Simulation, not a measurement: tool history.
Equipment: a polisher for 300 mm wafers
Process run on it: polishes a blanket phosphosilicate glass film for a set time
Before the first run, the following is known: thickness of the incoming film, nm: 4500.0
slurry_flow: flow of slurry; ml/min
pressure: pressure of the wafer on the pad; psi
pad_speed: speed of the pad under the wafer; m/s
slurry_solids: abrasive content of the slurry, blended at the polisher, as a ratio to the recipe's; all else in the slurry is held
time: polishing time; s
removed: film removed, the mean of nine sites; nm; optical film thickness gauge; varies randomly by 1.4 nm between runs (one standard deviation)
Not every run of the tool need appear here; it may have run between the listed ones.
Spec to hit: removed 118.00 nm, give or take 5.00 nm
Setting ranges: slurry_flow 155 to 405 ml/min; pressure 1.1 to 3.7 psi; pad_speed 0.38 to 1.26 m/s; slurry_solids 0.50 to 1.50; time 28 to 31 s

run 1 hour=0.0 | slurry_flow=260 pressure=2.4 pad_speed=0.82 slurry_solids=1.00 time=31 | removed=159.61
run 2 hour=6.9 | slurry_flow=260 pressure=2.8 pad_speed=0.82 slurry_solids=1.00 time=31 | removed=172.42
run 3 hour=12.4 | slurry_flow=260 pressure=2.4 pad_speed=0.80 slurry_solids=1.00 time=31 | removed=154.08
run 4 hour=18.4 | slurry_flow=260 pressure=2.6 pad_speed=0.80 slurry_solids=1.00 time=31 | removed=164.27
run 5 hour=21.2 | slurry_flow=260 pressure=2.6 pad_speed=0.92 slurry_solids=1.00 time=31 | removed=179.48
-- hour=26.6 head pressure recalibrated
run 6 hour=26.6 | slurry_flow=260 pressure=2.6 pad_speed=0.92 slurry_solids=1.15 time=31 | removed=203.28
run 7 hour=34.0 | slurry_flow=260 pressure=2.2 pad_speed=0.86 slurry_solids=1.15 time=31 | removed=171.28
run 8 hour=40.7 | slurry_flow=260 pressure=1.9 pad_speed=0.84 slurry_solids=1.15 time=31 | removed=157.71
run 9 hour=47.4 | slurry_flow=260 pressure=1.7 pad_speed=0.80 slurry_solids=1.15 time=31 | removed=142.55
run 10 hour=54.4 | slurry_flow=260 pressure=1.5 pad_speed=0.78 slurry_solids=1.15 time=31 | removed=131.76

Pick the move, out of 5, that brings all results within their allowed miss; only one does.
run A hour=61.4 | slurry_flow=235 pressure=1.3 pad_speed=0.84 slurry_solids=1.05 time=30 | removed=?
run B hour=61.4 | slurry_flow=320 pressure=1.7 pad_speed=0.96 slurry_solids=1.05 time=28 | removed=?
run C hour=61.4 | slurry_flow=270 pressure=1.6 pad_speed=0.80 slurry_solids=1.20 time=31 | removed=?
run D hour=61.4 | slurry_flow=280 pressure=1.7 pad_speed=0.82 slurry_solids=1.15 time=31 | removed=?
run E hour=61.4 | slurry_flow=230 pressure=1.7 pad_speed=0.76 slurry_solids=1.15 time=31 | removed=?

move=A removed=118.27
move=B removed=145.07
move=C removed=140.32
move=D removed=145.61
move=E removed=133.90
A: every result lands within tolerance
B: moves away from the targets compared with the last run
C: moves away from the targets compared with the last run
D: moves away from the targets compared with the last run
E: moves away from the targets compared with the last run
The right move is A.

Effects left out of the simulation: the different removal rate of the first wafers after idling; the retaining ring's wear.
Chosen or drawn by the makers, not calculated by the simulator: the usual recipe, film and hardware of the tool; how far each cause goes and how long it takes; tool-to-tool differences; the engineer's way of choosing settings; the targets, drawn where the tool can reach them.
